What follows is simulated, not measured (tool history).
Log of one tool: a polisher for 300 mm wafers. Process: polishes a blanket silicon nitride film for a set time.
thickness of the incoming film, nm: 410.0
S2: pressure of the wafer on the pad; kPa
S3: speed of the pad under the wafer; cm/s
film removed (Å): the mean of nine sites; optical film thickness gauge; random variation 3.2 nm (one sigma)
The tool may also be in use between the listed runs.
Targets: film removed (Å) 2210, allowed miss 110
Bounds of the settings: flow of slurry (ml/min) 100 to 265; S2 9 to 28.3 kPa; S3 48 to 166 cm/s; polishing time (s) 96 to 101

Run 1, hour 0: flow of slurry (ml/min) 170, S2 18.6 kPa, S3 106 cm/s, polishing time (s) 96. Result: film removed (Å) 1426.1.
Run 2, hour 6.4: flow of slurry (ml/min) 170, S2 20 kPa, S3 106 cm/s, polishing time (s) 96. Result: film removed (Å) 1545.3.
Run 3, hour 14.7: flow of slurry (ml/min) 170, S2 20 kPa, S3 90 cm/s, polishing time (s) 96. Result: film removed (Å) 1323.4.
Run 4, hour 19.1: flow of slurry (ml/min) 170, S2 20 kPa, S3 70 cm/s, polishing time (s) 96. Result: film removed (Å) 1097.1.
Run 5, hour 21.7: flow of slurry (ml/min) 170, S2 21.4 kPa, S3 76 cm/s, polishing time (s) 96. Result: film removed (Å) 1262.
Run 6, hour 27.7: flow of slurry (ml/min) 170, S2 24.8 kPa, S3 76 cm/s, polishing time (s) 96. Result: film removed (Å) 1424.4.
Run 7, hour 35.8: flow of slurry (ml/min) 170, S2 25.5 kPa, S3 82 cm/s, polishing time (s) 96. Result: film removed (Å) 1586.5.
Run 8, hour 38.3: flow of slurry (ml/min) 170, S2 25.5 kPa, S3 82 cm/s, polishing time (s) 96. Result: film removed (Å) 1553.9.
Run 9, hour 41.8: flow of slurry (ml/min) 170, S2 26.2 kPa, S3 86 cm/s, polishing time (s) 96. Result: film removed (Å) 1671.8.
Run 10, hour 46.1: flow of slurry (ml/min) 170, S2 26.9 kPa, S3 90 cm/s, polishing time (s) 96. Result: film removed (Å) 1801.2.
Run 11, hour 53.1: flow of slurry (ml/min) 170, S2 26.9 kPa, S3 92 cm/s, polishing time (s) 96. Result: film removed (Å) 1837.6.
Run 12, hour 58.4: flow of slurry (ml/min) 170, S2 26.9 kPa, S3 94 cm/s, polishing time (s) 96. Result: film removed (Å) 1816.5.
Run 13, hour 61.9: flow of slurry (ml/min) 170, S2 26.9 kPa, S3 98 cm/s, polishing time (s) 96. Result: film removed (Å) 1924.3.
Run 14, hour 69.4: flow of slurry (ml/min) 170, S2 26.9 kPa, S3 100 cm/s, polishing time (s) 96. Result: film removed (Å) 2004.2.
Run 15, hour 73.2: flow of slurry (ml/min) 170, S2 27.6 kPa, S3 102 cm/s, polishing time (s) 96. Result: film removed (Å) 2013.4.

Which of these 4 next moves meets every target?
Run A, hour 77: flow of slurry (ml/min) 200, S2 28.3 kPa, S3 98 cm/s, polishing time (s) 101. Result: film removed (Å) ?.
Run B, hour 77: flow of slurry (ml/min) 190, S2 26.2 kPa, S3 98 cm/s, polishing time (s) 101. Result: film removed (Å) ?.
Run C, hour 77: flow of slurry (ml/min) 165, S2 26.2 kPa, S3 100 cm/s, polishing time (s) 97. Result: film removed (Å) ?.
Run D, hour 77: flow of slurry (ml/min) 185, S2 27.6 kPa, S3 96 cm/s, polishing time (s) 96. Result: film removed (Å) ?.

move  film removed (Å)
   A            2124.9
   B            1959.1
   C            1873.2
   D            1918.9
A: meets every target
B: further off than the last run
C: further off than the last run
D: further off than the last run
Move A is the one to make.
